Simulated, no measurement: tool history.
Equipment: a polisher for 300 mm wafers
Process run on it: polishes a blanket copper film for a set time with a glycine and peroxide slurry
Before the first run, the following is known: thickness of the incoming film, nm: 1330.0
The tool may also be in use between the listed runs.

| run | hour | flow of slurry (ml/min) | pressure of the wafer on the pad (kPa) | speed of the pad under the wafer (cm/s) | polishing time (s) | film removed (angstrom) |
|---|---|---|---|---|---|---|
| 1 | 0 | 235 | 19.3 | 94 | 105 | 5861.3 |
| 2 | 5.8 | 235 | 17.2 | 94 | 105 | 5238.3 |
| 3 | 13.9 | 235 | 17.2 | 94 | 111 | 5577.7 |
| 4 | 14.7 | 235 | 17.2 | 76 | 111 | 4840.1 |
| 5 | 22.6 | 235 | 17.2 | 76 | 105 | 4495.4 |
| 6 | 30.3 | 270 | 17.2 | 76 | 105 | 4634.2 |
| 7 | 39.2 | 275 | 19.3 | 80 | 105 | 5264.3 |
| 8 | 47.9 | 285 | 24.8 | 106 | 106 | 8159.5 |
| 9 | 52.7 | 285 | 25.5 | 108 | 106 | 8352.9 |
| 10 | 60.2 | 285 | 26.2 | 110 | 106 | 8867 |

What will run 11 give?
| 11 | 63.1 | 285 | 26.9 | 110 | 106 | ? |

film removed (angstrom): 9011.2
